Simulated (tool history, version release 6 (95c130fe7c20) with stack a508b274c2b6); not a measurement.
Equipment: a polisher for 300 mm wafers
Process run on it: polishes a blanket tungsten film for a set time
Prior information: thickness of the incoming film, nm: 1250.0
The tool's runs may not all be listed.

run	hour	flow of slurry (ml/min)	pressure of the wafer on the pad (psi)	speed of the pad under the wafer (cm/s)	abrasive content of the slurry	polishing time (s)	film removed (Å)
1	0	180	4.2	98	1	86	3793.2
2	4.4	180	4.2	98	1.1	86	3946
3	9.4	180	4.2	98	1.1	86	3896.5
4	15.7	180	4.2	98	1.1	86	3980.6
5	23.3	180	4.2	98	1.1	86	3926.4
6	30.3	175	3.9	98	1.1	86	3670.8

Estimate the outcome of run 7 from the log above:
7	36.7	175	3.9	98	1.1	86	?

Run 7 yielded film removed (Å) 3655.3.
